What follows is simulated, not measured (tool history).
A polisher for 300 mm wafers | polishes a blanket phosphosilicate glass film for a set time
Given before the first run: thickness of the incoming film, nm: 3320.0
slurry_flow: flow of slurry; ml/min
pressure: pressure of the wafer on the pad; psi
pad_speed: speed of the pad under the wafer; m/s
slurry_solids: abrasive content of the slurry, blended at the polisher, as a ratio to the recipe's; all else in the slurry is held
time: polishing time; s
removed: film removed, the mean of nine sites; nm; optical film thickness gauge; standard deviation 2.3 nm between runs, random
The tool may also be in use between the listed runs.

| run | day | slurry_flow | pressure | pad_speed | slurry_solids | time | removed |
|---|---|---|---|---|---|---|---|
| 1 | 0 | 180 | 3.5 | 0.96 | 1 | 62 | 450.61 |
| 2 | 0.071 | 180 | 3.5 | 0.96 | 1 | 56 | 419.85 |
| 3 | 0.321 | 180 | 3.3 | 0.96 | 1 | 56 | 383.48 |
| 4 | 0.467 | 180 | 3.3 | 0.96 | 0.85 | 56 | 372.81 |
| 5 | 0.683 | 180 | 3.1 | 0.96 | 0.85 | 56 | 356.19 |
| 6 | 0.775 | 180 | 2.9 | 0.96 | 0.85 | 56 | 330.85 |
| 7 | 0.879 | 180 | 2.8 | 0.96 | 0.85 | 56 | 323.29 |
| 8 | 1.183 | 180 | 2.7 | 0.96 | 0.85 | 56 | 317.36 |
| 9 | 1.383 | 180 | 2.6 | 0.96 | 0.85 | 56 | 313.02 |
| 10 | 1.758 | 180 | 2.5 | 0.96 | 0.85 | 56 | 295.93 |
| 11 | 2.062 | 180 | 2.4 | 0.96 | 0.85 | 56 | 289.17 |
|  | 2.429 | slurry blender recalibrated |
| 12 | 2.429 | 170 | 2.2 | 0.96 | 0.85 | 56 | 300.81 |
| 13 | 2.546 | 170 | 2.2 | 0.96 | 0.85 | 56 | 301.67 |

Run 14 is up next; what results do you expect?
| 14 | 2.842 | 155 | 1.7 | 0.96 | 0.85 | 56 | ? |

removed: 246.18 nm

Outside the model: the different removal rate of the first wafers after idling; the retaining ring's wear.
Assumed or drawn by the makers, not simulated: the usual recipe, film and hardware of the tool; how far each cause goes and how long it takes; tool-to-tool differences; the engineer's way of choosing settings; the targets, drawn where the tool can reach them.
